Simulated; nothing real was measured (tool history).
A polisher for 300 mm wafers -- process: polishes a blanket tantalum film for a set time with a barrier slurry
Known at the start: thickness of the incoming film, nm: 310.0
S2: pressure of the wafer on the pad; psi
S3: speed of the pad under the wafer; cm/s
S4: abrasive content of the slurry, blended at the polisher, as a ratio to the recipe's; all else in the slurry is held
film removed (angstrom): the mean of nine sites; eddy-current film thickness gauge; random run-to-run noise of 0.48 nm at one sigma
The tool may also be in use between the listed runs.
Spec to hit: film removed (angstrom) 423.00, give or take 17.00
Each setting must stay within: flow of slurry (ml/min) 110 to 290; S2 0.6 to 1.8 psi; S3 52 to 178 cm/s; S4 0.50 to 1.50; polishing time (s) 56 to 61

run 1 hour=0.0 | flow_of_slurry_(ml/min)=185 S2=1.2 S3=114 S4=1.00 polishing_time_(s)=61 | film_removed_(angstrom)=708.44
run 2 hour=4.2 | flow_of_slurry_(ml/min)=185 S2=1.2 S3=114 S4=1.00 polishing_time_(s)=61 | film_removed_(angstrom)=704.43
run 3 hour=8.8 | flow_of_slurry_(ml/min)=205 S2=1.2 S3=114 S4=1.00 polishing_time_(s)=61 | film_removed_(angstrom)=711.49
run 4 hour=15.4 | flow_of_slurry_(ml/min)=205 S2=1.0 S3=112 S4=1.00 polishing_time_(s)=61 | film_removed_(angstrom)=627.99
run 5 hour=22.1 | flow_of_slurry_(ml/min)=205 S2=1.0 S3=112 S4=1.00 polishing_time_(s)=56 | film_removed_(angstrom)=564.91
run 6 hour=28.7 | flow_of_slurry_(ml/min)=205 S2=1.0 S3=112 S4=1.00 polishing_time_(s)=61 | film_removed_(angstrom)=619.12
run 7 hour=30.7 | flow_of_slurry_(ml/min)=205 S2=0.9 S3=108 S4=1.00 polishing_time_(s)=61 | film_removed_(angstrom)=566.98
run 8 hour=33.7 | flow_of_slurry_(ml/min)=205 S2=0.8 S3=104 S4=1.00 polishing_time_(s)=61 | film_removed_(angstrom)=509.10

Which one of the following 4 next-run settings gets every result inside its allowed miss? There is exactly one.
run A hour=36.7 | flow_of_slurry_(ml/min)=185 S2=0.7 S3=94 S4=0.95 polishing_time_(s)=56 | film_removed_(angstrom)=?
run B hour=36.7 | flow_of_slurry_(ml/min)=190 S2=0.6 S3=98 S4=1.05 polishing_time_(s)=57 | film_removed_(angstrom)=?
run C hour=36.7 | flow_of_slurry_(ml/min)=205 S2=0.7 S3=96 S4=1.10 polishing_time_(s)=56 | film_removed_(angstrom)=?
run D hour=36.7 | flow_of_slurry_(ml/min)=225 S2=0.6 S3=108 S4=1.10 polishing_time_(s)=61 | film_removed_(angstrom)=?

move=A film_removed_(angstrom)=389.35
move=B film_removed_(angstrom)=398.58
move=C film_removed_(angstrom)=426.42
move=D film_removed_(angstrom)=484.58
A: takes the biggest miss from the last run beyond its target
B: takes the biggest miss from the last run beyond its target
C: each result inside its tolerance
D: an improvement on the last run, though not all results are within tolerance
So the answer is move C, the one that meets all the targets.

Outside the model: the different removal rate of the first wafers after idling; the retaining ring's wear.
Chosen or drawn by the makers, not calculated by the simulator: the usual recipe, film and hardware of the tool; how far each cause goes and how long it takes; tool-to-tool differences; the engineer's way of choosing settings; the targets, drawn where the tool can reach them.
